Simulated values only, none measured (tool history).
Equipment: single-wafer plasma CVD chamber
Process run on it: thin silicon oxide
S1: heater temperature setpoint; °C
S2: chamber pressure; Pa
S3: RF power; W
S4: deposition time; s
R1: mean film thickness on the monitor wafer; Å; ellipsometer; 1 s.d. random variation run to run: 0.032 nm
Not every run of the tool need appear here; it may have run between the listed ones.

run  hour   S1     S2   S3   S4      R1
  1     0  415  106.4  270  7.8  136.79
  2   2.6  424  106.4  270  7.8  137.36
  3   9.8  424  102.7  270  7.8  133.01
  4  16.8  424   99.5  270  7.8   129.8
  5  21.4  419   99.5  270  7.8   129.8
  6  26.3  410   99.5  270  7.8   130.6

Predict the results of run 7:
  7  33.6  410  96.3  270  7.8   ?

Run 7 came out at R1 126.51 Å.

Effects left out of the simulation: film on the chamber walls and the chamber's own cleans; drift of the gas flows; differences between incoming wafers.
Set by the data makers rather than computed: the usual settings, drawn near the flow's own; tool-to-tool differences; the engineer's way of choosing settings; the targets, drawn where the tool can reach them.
